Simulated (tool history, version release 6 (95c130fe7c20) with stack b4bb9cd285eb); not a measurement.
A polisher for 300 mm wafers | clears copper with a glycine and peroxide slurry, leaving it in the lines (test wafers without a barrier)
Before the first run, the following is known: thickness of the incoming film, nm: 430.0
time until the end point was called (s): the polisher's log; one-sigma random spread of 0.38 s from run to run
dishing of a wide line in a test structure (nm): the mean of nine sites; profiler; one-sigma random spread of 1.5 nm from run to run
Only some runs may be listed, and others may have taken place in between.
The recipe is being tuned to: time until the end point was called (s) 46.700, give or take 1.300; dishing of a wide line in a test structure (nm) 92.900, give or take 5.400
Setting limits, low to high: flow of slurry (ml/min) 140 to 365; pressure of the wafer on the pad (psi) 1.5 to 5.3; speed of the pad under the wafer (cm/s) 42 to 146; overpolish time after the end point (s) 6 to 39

run	hour	flow of slurry (ml/min)	pressure of the wafer on the pad (psi)	speed of the pad under the wafer (cm/s)	overpolish time after the end point (s)	time until the end point was called (s)	dishing of a wide line in a test structure (nm)
1	0.0	235	3.4	94	20	63.696	74.265
2	6.1	235	3.4	94	28	64.566	87.436
3	11.2	235	2.8	94	28	75.113	79.449
4	14.1	235	2.8	110	28	65.288	84.987
5	14.7	235	2.8	110	33	65.917	87.732
6	23.5	235	2.8	110	28	66.143	86.663
7	26.5	240	3.1	110	26	59.696	86.396
8	27.2	250	3.3	110	25	56.491	89.168
9	29.0	250	3.3	110	25	57.013	87.871
10	29.9	250	3.5	110	24	53.821	88.367
11	36.4	255	3.6	110	24	53.367	91.764
12	43.8	255	3.7	110	23	50.423	89.882
13	48.4	260	3.8	110	23	49.416	90.069
14	56.6	265	3.8	110	23	49.727	91.588

Exercise: of the 5 proposed moves below, exactly one satisfies all targets within the stated allowed misses. Which move is it?
A	64.8	280	3.9	114	29	?	?
B	64.8	260	3.5	110	22	?	?
C	64.8	250	4.4	96	31	?	?
D	64.8	255	4.0	114	22	?	?
E	64.8	275	3.3	108	24	?	?

move	time until the end point was called (s)	dishing of a wide line in a test structure (nm)
A	47.085	101.720
B	54.090	83.512
C	50.251	104.120
D	46.802	90.833
E	57.249	84.458
A: the furthest-off result lands on target, but another misses its tolerance
B: further off than the last run
C: further off than the last run
D: meets every target
E: further off than the last run
Go with D: it meets all targets.
